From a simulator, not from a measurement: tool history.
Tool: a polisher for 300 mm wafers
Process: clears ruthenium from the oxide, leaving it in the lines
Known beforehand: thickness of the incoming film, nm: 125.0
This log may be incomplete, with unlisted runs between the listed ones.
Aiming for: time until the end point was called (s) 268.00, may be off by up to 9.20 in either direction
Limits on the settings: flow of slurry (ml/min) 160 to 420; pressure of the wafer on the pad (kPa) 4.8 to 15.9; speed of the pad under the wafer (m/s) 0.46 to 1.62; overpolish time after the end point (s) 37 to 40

run  hour  flow of slurry (ml/min)  pressure of the wafer on the pad (kPa)  speed of the pad under the wafer (m/s)  overpolish time after the end point (s)  time until the end point was called (s)
  1   0.0                      270                                    10.3                                    1.04                                       37                                   155.63
  2   7.5                      270                                    10.3                                    0.90                                       37                                   170.34
  3   8.4                      330                                    10.3                                    0.90                                       37                                   166.65
  4  16.2                      325                                     9.7                                    0.90                                       37                                   178.08
  5  21.7                      325                                     9.0                                    0.90                                       37                                   187.60
  6  29.4                      325                                     9.0                                    0.68                                       37                                   222.23
  7  34.1                      325                                     8.3                                    0.68                                       37                                   243.62
  8  38.0                      320                                     8.3                                    0.68                                       37                                   248.99
     46.3  -- worn pad replaced by a new one
  9  46.3                      315                                     8.3                                    0.68                                       37                                   231.16

Which single option among these 4 for the next run brings every result within its allowed miss of target? Just one does.
  A  54.6                      330                                     8.3                                    0.60                                       40                                        ?
  B  54.6                      270                                     6.9                                    0.74                                       40                                        ?
  C  54.6                      290                                     9.0                                    0.94                                       37                                        ?
  D  54.6                      375                                     6.9                                    0.82                                       37                                        ?

move  time until the end point was called (s)
   A                                   244.89
   B                                   264.43
   C                                   176.02
   D                                   241.26
A: closes in on the targets versus the last run, not all within tolerance yet
B: in spec on every target
C: lands further from the targets than the last run did
D: closes in on the targets versus the last run, not all within tolerance yet
Answer: B
